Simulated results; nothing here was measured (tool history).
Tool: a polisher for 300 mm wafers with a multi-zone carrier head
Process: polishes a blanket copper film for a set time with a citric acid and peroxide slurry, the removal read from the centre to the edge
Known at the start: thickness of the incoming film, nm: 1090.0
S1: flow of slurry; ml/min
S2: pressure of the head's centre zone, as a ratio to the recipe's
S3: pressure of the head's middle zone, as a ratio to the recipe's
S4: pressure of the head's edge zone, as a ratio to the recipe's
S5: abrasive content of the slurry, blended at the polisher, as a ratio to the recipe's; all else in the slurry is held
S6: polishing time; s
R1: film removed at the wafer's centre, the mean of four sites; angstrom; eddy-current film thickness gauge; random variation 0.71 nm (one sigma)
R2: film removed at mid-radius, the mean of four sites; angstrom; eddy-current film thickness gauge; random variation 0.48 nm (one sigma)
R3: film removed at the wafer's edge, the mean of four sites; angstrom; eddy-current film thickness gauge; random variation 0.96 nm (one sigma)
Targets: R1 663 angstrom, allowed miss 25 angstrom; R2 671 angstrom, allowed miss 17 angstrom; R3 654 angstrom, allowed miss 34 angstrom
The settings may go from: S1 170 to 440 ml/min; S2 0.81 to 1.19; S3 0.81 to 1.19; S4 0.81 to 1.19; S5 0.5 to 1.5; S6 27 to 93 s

run,hour,S1,S2,S3,S4,S5,S6,R1,R2,R3
1,0,280,1,1,1,1,59,995.63,1041.8,1009.4
2,1.4,280,1,1,0.92,1,59,975.52,1043.2,1006.8
3,8.9,285,1.01,1,0.92,0.85,54,885.06,929.46,915.06
4,12.4,285,1.01,1,0.84,0.85,54,881.45,938.79,865.43
5,13.9,285,1.01,0.99,0.83,0.75,50,797.45,835.56,799.49
6,22.5,285,1.01,1.02,0.83,0.75,50,808.68,850.49,790.52
7,27.7,285,1.01,1.02,0.83,0.75,50,790.13,857.15,797.64
8,33.5,285,1.02,1.01,0.82,0.7,47,755.23,793.05,743.66
9,42.1,280,1.02,1,0.82,0.65,46,723.43,759.62,704.94
# hour 44.1: centre zone pressure recalibrated
10,44.1,265,1.01,0.97,0.82,0.65,46,789.87,738.45,711.5
11,48.2,295,0.92,0.97,0.86,0.5,41,616.08,647.6,630.41
12,56.3,295,0.94,0.97,0.86,0.5,41,648.64,641.35,630.4
13,64.7,295,0.95,0.98,0.87,0.5,41,643.49,652.22,620.7
14,69.8,295,0.95,0.98,0.87,0.5,41,631.14,644.65,613.9

5 next moves are on the table. One of them brings every result within its allowed miss. Which?
A,74.9,215,0.95,0.98,0.87,0.5,44,?,?,?
B,74.9,335,0.88,0.89,0.98,0.7,43,?,?,?
C,74.9,335,0.93,1.1,0.81,0.7,36,?,?,?
D,74.9,300,0.88,0.96,0.85,0.65,42,?,?,?
E,74.9,240,1.19,1.07,0.96,0.5,38,?,?,?

move,R1,R2,R3
A,649.6,668.19,647.55
B,653.67,666.77,716.09
C,579.48,667.25,566.49
D,624.26,678.79,657.98
E,717.16,630.96,581.6
A: meets every target
B: brings the result that was furthest off to its target, and leaves another outside
C: brings the result that was furthest off to its target, and leaves another outside
D: brings the result that was furthest off to its target, and leaves another outside
E: further off than the last run
The right move is A.
